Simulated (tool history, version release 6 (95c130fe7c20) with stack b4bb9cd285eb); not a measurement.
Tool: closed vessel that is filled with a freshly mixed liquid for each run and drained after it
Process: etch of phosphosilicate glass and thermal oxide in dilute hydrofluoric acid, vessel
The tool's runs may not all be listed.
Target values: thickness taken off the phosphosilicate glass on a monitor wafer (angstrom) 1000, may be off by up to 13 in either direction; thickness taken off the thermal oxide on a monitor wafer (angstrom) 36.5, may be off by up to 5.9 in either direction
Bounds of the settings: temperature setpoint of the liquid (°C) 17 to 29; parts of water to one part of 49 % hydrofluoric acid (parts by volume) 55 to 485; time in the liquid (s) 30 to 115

run  hour  temperature setpoint of the liquid (°C)  parts of water to one part of 49 % hydrofluoric acid (parts by volume)  time in the liquid (s)  thickness taken off the phosphosilicate glass on a monitor wafer (angstrom)  thickness taken off the thermal oxide on a monitor wafer (angstrom)
  1     0                                       21                                                                     270                      60                                                                       214.89                                                                 7.55
  2   5.6                                     22.5                                                                     235                      60                                                                       270.87                                                                10.48
  3   7.3                                     22.5                                                                     235                      80                                                                       363.03                                                               12.978
  4  12.5                                     23.5                                                                     205                      80                                                                       439.13                                                                15.85
  5  18.5                                     24.5                                                                     185                      80                                                                       520.34                                                               18.895
  6  24.7                                       25                                                                     170                      80                                                                       582.07                                                               20.115
  7  30.4                                     25.5                                                                     160                      80                                                                       644.56                                                                23.06
  8  31.9                                       26                                                                     155                      80                                                                       673.14                                                               25.338
  9  39.2                                     26.5                                                                     150                      80                                                                       715.28                                                               28.557
 10  46.9                                     26.5                                                                     150                      80                                                                       719.03                                                               24.292
 11  49.6                                       27                                                                     145                      80                                                                       760.48                                                               28.932
 12  51.8                                     27.5                                                                     140                      80                                                                        806.2                                                               30.476
 13  57.7                                     27.5                                                                     135                      80                                                                       844.98                                                               31.658
 14  59.1                                     28.5                                                                     130                      80                                                                       916.04                                                               30.033
 15  66.6                                     28.5                                                                     125                      80                                                                       955.49                                                               36.373

Exactly one of the 4 candidate moves below puts every result within its allowed miss. Which one?
  A  74.1                                       29                                                                     135                      90                                                                            ?                                                                    ?
  B  74.1                                       29                                                                     105                      60                                                                            ?                                                                    ?
  C  74.1                                     25.5                                                                     140                      95                                                                            ?                                                                    ?
  D  74.1                                       28                                                                      85                      50                                                                            ?                                                                    ?

move  thickness taken off the phosphosilicate glass on a monitor wafer (angstrom)  thickness taken off the thermal oxide on a monitor wafer (angstrom)
   A                                                                       1007.6                                                               35.358
   B                                                                       899.07                                                               31.549
   C                                                                       894.35                                                               31.383
   D                                                                       915.71                                                               32.133
A: every result lands within tolerance
B: the biggest miss grows against the last run
C: the biggest miss grows against the last run
D: the biggest miss grows against the last run
Correct choice: A, which meets every target
